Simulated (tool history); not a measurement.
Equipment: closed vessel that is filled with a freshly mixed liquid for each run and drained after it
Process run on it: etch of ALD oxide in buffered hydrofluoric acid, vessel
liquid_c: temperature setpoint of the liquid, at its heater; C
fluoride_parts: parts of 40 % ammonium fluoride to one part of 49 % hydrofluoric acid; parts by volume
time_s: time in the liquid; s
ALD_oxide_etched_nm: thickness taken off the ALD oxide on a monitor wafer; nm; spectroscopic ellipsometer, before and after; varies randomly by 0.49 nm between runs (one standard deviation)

run	day	liquid_c	fluoride_parts	time_s	ALD_oxide_etched_nm
1	0.000	21.0	19.0	30	21.006
2	0.250	22.5	17.0	30	25.747
3	0.404	24.0	17.0	30	28.128
4	0.625	25.0	15.5	30	32.437
5	0.758	26.0	14.5	30	35.976
6	1.062	27.5	14.5	30	38.936
7	1.329	29.0	8.5	30	69.630
8	1.562	28.5	8.5	30	67.525

Expected results for the next run?
9	1.867	28.0	8.5	30	?

Logged for run 9: ALD_oxide_etched_nm 66.493 nm.
